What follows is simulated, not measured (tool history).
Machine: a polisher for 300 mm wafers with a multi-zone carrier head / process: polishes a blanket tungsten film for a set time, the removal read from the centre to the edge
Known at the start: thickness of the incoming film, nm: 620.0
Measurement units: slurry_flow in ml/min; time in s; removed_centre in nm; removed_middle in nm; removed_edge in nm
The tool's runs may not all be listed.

run	hour	slurry_flow	centre_zone	middle_zone	edge_zone	slurry_solids	time	removed_centre	removed_middle	removed_edge
1	0	220	1	1	1	1	33	177.06	169.49	171.93
2	1.3	220	1	1	1	1	41	217.9	219.54	220.46
3	3.4	220	1	1	1	1.15	41	222.92	218.73	224.66
4	12.3	215	1	0.97	0.98	1.1	41	222.02	216.86	218.6
5	18.6	215	0.96	0.97	0.98	1.1	41	213.88	211.92	222.91
6	24.4	215	0.96	0.97	0.92	1.1	41	212.29	221.13	210.63
7	25.4	210	0.97	0.94	0.93	1.05	41	210.15	206.62	212.08
8	33.3	205	0.98	0.92	0.92	1.05	41	210.89	200.67	208.77
9	42.2	200	0.99	0.9	0.91	1.05	41	210.43	198.99	209.26

Predict the results of run 10:
10	43.3	195	1	0.88	0.9	1	41	?	?	?

Run 10 gave removed_centre 215 nm, removed_middle 192.87 nm, removed_edge 203.46 nm.
